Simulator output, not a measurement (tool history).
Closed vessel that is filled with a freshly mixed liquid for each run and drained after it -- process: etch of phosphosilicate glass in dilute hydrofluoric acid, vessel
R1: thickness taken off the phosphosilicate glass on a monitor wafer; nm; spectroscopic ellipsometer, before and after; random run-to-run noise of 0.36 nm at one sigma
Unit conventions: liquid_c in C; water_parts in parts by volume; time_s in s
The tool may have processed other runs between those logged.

Run 1, hour 0: liquid_c 20 C, water_parts 195 parts by volume, time_s 30 s. Result: R1 22.111 nm.
Run 2, hour 6.5: liquid_c 20 C, water_parts 195 parts by volume, time_s 30 s. Result: R1 22.273 nm.
Run 3, hour 8.6: liquid_c 20 C, water_parts 160 parts by volume, time_s 30 s. Result: R1 28.182 nm.
Run 4, hour 15.8: liquid_c 21 C, water_parts 160 parts by volume, time_s 30 s. Result: R1 29.012 nm.
Run 5, hour 24.1: liquid_c 21 C, water_parts 160 parts by volume, time_s 30 s. Result: R1 29.304 nm.
Run 6, hour 31: liquid_c 21 C, water_parts 205 parts by volume, time_s 30 s. Result: R1 21.607 nm.
Run 7, hour 34.4: liquid_c 21.5 C, water_parts 200 parts by volume, time_s 30 s. Result: R1 23.049 nm.
Run 8, hour 40.8: liquid_c 22 C, water_parts 195 parts by volume, time_s 30 s. Result: R1 23.788 nm.
Run 9, hour 48.6: liquid_c 26 C, water_parts 130 parts by volume, time_s 30 s. Result: R1 44.572 nm.
Run 10, hour 51.5: liquid_c 25.5 C, water_parts 130 parts by volume, time_s 30 s. Result: R1 44.898 nm.

For run 11, what comes out?
Run 11, hour 60.4: liquid_c 21.5 C, water_parts 135 parts by volume, time_s 30 s. Result: R1 ?.

R1: 36.788 nm

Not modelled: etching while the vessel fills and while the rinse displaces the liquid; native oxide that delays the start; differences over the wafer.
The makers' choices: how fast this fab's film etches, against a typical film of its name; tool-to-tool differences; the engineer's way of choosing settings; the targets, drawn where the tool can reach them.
